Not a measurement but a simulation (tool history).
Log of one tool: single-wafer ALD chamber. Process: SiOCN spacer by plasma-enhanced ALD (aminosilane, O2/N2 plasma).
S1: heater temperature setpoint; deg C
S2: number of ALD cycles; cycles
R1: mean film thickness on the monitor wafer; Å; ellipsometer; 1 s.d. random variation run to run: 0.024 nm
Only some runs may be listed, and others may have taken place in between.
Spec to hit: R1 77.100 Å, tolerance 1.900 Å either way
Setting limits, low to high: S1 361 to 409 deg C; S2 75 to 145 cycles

run	day	S1	S2	R1
1	0.000	385	110	64.491
2	0.262	385	116	67.995
3	0.571	385	105	61.707
4	0.892	385	113	66.428
5	0.979	385	98	57.748
6	1.275	385	113	66.801
7	1.396	385	118	69.574
8	1.496	385	122	71.525

Consider the 4 candidate settings below. Which is the only one whose results all fall within their allowed miss of target?
A	1.596	392	136	?
B	1.596	382	130	?
C	1.596	388	136	?
D	1.596	379	124	?

move	R1
A	80.040
B	76.509
C	80.040
D	72.978
A: takes the biggest miss from the last run beyond its target
B: all results land within tolerance of their targets
C: takes the biggest miss from the last run beyond its target
D: moves toward the targets from the last run without getting all of them in spec
So the answer is move B, the one that meets all the targets.

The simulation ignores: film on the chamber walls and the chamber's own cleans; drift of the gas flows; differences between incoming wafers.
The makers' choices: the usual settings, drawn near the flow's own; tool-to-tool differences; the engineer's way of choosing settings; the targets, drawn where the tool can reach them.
